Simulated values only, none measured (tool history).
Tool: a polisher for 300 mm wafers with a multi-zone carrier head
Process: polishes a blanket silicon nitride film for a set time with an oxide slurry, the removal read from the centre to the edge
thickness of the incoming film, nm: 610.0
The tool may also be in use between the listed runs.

run	hour	flow of slurry (ml/min)	pressure of the head's centre zone	pressure of the head's middle zone	pressure of the head's edge zone	abrasive content of the slurry	polishing time (s)	film removed at the wafer's centre (Å)	film removed at mid-radius (Å)	film removed at the wafer's edge (Å)
1	0	270	1	1	1	1	63	387.66	379.23	377.87
2	8.2	280	1.03	1	1.02	1.05	64	414.25	399.35	406.56
3	15.2	290	1.05	0.99	1.01	1.1	65	438.3	409.88	421.97
4	18.8	295	1.07	0.99	1	1.15	66	462.2	426.61	434.55
5	25.4	360	1.07	0.99	1	1.15	66	469.93	434.7	436.39
6	29.1	360	1.09	0.99	1	1.2	67	497.41	445.22	447.9
7	34.8	360	1.1	0.99	1.01	1.25	68	519.17	460.79	472.7
8	38.5	360	1.11	0.99	1.01	1.3	68	535.72	465.02	473.68

Run 9 comes next. What will it give?
9	41.5	360	1.12	1	1.02	1.35	69	?	?	?

Run 9 gave film removed at the wafer's centre (Å) 554.19, film removed at mid-radius (Å) 486.07, film removed at the wafer's edge (Å) 481.54.

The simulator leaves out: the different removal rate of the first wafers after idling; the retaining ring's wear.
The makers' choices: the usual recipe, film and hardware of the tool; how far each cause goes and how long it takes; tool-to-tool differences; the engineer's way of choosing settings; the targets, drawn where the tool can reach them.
